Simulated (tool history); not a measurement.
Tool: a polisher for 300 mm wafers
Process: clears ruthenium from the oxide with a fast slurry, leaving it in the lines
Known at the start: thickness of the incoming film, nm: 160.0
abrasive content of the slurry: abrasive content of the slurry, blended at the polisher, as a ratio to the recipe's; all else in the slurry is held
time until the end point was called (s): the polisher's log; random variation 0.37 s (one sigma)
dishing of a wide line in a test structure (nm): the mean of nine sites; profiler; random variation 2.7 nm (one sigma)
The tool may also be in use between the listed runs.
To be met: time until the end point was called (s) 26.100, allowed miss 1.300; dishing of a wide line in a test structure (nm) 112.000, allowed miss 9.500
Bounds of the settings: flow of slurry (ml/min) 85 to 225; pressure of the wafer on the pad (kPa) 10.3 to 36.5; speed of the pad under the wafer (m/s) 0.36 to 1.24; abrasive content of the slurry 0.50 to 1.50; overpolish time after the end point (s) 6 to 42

run  hour  flow of slurry (ml/min)  pressure of the wafer on the pad (kPa)  speed of the pad under the wafer (m/s)  abrasive content of the slurry  overpolish time after the end point (s)  time until the end point was called (s)  dishing of a wide line in a test structure (nm)
  1   0.0                      145                                    23.4                                    0.80                            1.00                                       21                                   30.694                                           68.762
  2   6.2                      110                                    23.4                                    0.80                            1.00                                       21                                   31.940                                           70.357
  3  14.4                      110                                    24.1                                    0.80                            1.00                                       22                                   31.209                                           71.729
  4  19.4                      130                                    24.1                                    0.80                            1.00                                       22                                   31.387                                           68.702
  5  27.7                      130                                    24.8                                    0.80                            1.00                                       24                                   29.544                                           80.728
  6  34.6                      130                                    25.5                                    0.80                            1.00                                       25                                   29.390                                           83.520
  7  38.1                      130                                    26.2                                    0.80                            1.00                                       26                                   28.772                                           85.194
  8  43.3                      130                                    26.9                                    0.80                            1.00                                       27                                   27.137                                           88.077
  9  47.5                      130                                    26.9                                    0.80                            1.00                                       28                                   27.787                                           90.686
 10  53.6                      130                                    26.9                                    0.80                            1.00                                       29                                   27.390                                           94.545

Which of these 5 next moves meets every target?
  A  59.7                      170                                    29.0                                    0.70                            1.05                                       25                                        ?                                                ?
  B  59.7                      130                                    26.2                                    0.84                            1.10                                       36                                        ?                                                ?
  C  59.7                      130                                    29.0                                    0.90                            1.05                                       32                                        ?                                                ?
  D  59.7                      170                                    23.4                                    0.84                            1.00                                       23                                        ?                                                ?
  E  59.7                      125                                    36.5                                    0.78                            0.90                                       40                                        ?                                                ?

move  time until the end point was called (s)  dishing of a wide line in a test structure (nm)
   A                                   27.749                                           87.118
   B                                   25.802                                          113.750
   C                                   22.475                                          114.990
   D                                   28.469                                           80.789
   E                                   22.328                                          128.560
A: further off than the last run
B: meets every target
C: brings the result that was furthest off to its target, and leaves another outside
D: further off than the last run
E: takes the result that was furthest off past its target
Answer: B

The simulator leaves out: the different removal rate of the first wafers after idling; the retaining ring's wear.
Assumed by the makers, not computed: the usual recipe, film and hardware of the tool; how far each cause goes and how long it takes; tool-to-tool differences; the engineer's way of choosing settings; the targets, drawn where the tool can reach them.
